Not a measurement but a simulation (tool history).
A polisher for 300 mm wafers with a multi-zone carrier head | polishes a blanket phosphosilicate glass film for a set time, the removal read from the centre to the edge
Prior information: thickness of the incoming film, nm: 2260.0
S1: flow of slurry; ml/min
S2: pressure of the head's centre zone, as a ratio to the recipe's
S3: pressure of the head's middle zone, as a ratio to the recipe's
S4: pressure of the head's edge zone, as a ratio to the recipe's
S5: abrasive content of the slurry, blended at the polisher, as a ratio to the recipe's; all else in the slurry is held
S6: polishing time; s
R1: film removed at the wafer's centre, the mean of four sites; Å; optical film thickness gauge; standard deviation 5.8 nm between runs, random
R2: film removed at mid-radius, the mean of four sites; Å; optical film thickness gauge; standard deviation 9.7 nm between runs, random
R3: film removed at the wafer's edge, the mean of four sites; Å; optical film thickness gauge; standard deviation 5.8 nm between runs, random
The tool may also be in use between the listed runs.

run 1 day=0 | S1=205 S2=1 S3=1 S4=1 S5=1 S6=72 | R1=4904 R2=4974.2 R3=4683.9
run 2 day=0.229 | S1=210 S2=1.01 S3=1.03 S4=1.02 S5=1.05 S6=72 | R1=5165.2 R2=5227.7 R3=4836.4
run 3 day=0.571 | S1=210 S2=0.94 S3=1.03 S4=1.02 S5=1.05 S6=72 | R1=4773 R2=5372.3 R3=4813.3
run 4 day=0.858 | S1=210 S2=0.94 S3=1.03 S4=1.02 S5=1.2 S6=72 | R1=4980.6 R2=5451.6 R3=5086.7
-- day=0.938 edge zone pressure recalibrated
run 5 day=0.938 | S1=220 S2=0.96 S3=1.06 S4=1.04 S5=1.25 S6=72 | R1=5229.2 R2=5847.8 R3=5451.7
run 6 day=1.117 | S1=230 S2=0.98 S3=1.08 S4=1.03 S5=1.25 S6=72 | R1=5278.8 R2=5956.8 R3=5545
run 7 day=1.392 | S1=225 S2=1.01 S3=1.1 S4=1.01 S5=1.25 S6=73 | R1=5587 R2=6010.4 R3=5604.2
run 8 day=1.492 | S1=230 S2=1.02 S3=1.12 S4=0.98 S5=1.25 S6=74 | R1=5676.1 R2=6371.3 R3=5467.8
run 9 day=1.675 | S1=235 S2=1.03 S3=1.13 S4=0.98 S5=1.25 S6=74 | R1=5738.9 R2=6546.2 R3=5499.8

Forecast run 10:
run 10 day=1.921 | S1=240 S2=1.04 S3=1.13 S4=0.99 S5=1.25 S6=74 | R1=? R2=? R3=?

Run 10 yielded R1 5788.1 Å, R2 6296.5 Å, R3 5490.1 Å.
